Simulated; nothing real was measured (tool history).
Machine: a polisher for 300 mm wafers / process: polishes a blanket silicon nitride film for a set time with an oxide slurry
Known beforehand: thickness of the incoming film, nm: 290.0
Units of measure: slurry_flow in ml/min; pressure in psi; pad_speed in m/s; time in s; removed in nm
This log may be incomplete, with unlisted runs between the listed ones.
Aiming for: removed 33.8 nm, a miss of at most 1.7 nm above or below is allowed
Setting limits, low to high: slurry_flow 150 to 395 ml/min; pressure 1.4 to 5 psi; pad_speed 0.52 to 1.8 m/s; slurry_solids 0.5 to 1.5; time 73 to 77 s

run  hour  slurry_flow  pressure  pad_speed  slurry_solids  time  removed
  1     0          250       3.2       1.16              1    73   57.373
  2   5.8          250       3.2       1.16              1    73   57.361
  3  14.2          250       2.9       1.14              1    73   51.641
  4  20.1          250       2.6       1.12              1    73   45.856
  5  22.8          250       2.4       1.12              1    73   41.136
  6    25          250       2.4       1.12              1    77   44.536
  7    34          250       2.2       1.12              1    77   39.666
  8  36.6          250       2.1       1.12              1    77   38.026
  9    38          250         2       1.12              1    77   36.611

Of the 4 settings listed for the next run, only one would bring every result within its allowed miss of target. Which one?
  A  39.4          195       1.7        1.1            1.1    75        ?
  B  39.4          215       1.7       1.38            1.2    75        ?
  C  39.4          305       2.2       1.02           1.15    74        ?
  D  39.4          260       2.3       0.96            0.8    76        ?

move  removed
   A   30.671
   B    38.58
   C   38.748
   D   32.788
A: the result that was furthest off in the last run now lies on the other side of its target
B: the biggest miss grows against the last run
C: the biggest miss grows against the last run
D: hits every target within its allowed miss
D meets every target.
